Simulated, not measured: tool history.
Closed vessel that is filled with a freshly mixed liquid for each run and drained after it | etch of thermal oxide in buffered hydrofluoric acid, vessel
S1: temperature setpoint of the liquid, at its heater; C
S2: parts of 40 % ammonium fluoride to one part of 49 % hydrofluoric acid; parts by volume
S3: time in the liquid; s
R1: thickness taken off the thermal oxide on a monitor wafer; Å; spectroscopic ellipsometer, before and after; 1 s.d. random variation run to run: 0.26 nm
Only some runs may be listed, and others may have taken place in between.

run 1 day=0 | S1=25 S2=12 S3=90 | R1=1012.2
run 2 day=0.046 | S1=25 S2=14.5 S3=90 | R1=836.98
run 3 day=0.208 | S1=24.5 S2=14.5 S3=90 | R1=819.27
run 4 day=0.5 | S1=24.5 S2=14.5 S3=100 | R1=910.89
run 5 day=0.683 | S1=23 S2=14.5 S3=100 | R1=836.18
-- day=0.838 hydrofluoric acid flow meter replaced
run 6 day=0.838 | S1=25.5 S2=14.5 S3=100 | R1=891.3

Expected results for the next run?
run 7 day=1.008 | S1=25 S2=14.5 S3=100 | R1=?

Run 7 produced R1 867.03 Å.
